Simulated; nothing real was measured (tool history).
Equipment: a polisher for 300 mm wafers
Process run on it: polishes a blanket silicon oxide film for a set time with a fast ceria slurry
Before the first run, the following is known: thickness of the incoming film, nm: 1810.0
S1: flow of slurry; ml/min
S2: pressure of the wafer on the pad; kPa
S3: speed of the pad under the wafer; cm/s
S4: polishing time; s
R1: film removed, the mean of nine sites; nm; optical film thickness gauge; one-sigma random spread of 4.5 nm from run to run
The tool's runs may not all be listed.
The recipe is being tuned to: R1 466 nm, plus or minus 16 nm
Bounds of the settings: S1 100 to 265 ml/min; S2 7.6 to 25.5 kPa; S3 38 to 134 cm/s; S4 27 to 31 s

run,hour,S1,S2,S3,S4,R1
1,0,170,16.5,86,31,399.24
2,2.9,150,16.5,86,31,396.1
3,4.3,150,16.5,86,31,391.94
4,8.1,150,16.5,86,31,390.96
5,9,155,17.2,86,31,413.82
6,16.2,160,17.2,86,31,408.19
7,17.5,160,17.9,86,31,425.74
8,22,165,18.6,86,31,442.66

Which single option among these 5 for the next run brings every result within its allowed miss of target? Just one does.
A,26.5,150,17.2,106,28,?
B,26.5,150,18.6,96,28,?
C,26.5,165,17.9,106,31,?
D,26.5,150,22.1,92,29,?
E,26.5,140,24.8,66,31,?

move,R1
A,437.69
B,433.94
C,511.33
D,511.99
E,464.55
A: further off than the last run
B: further off than the last run
C: the result that was furthest off in the last run now lies on the other side of its target
D: the result that was furthest off in the last run now lies on the other side of its target
E: hits every target within its allowed miss
The right move is E.
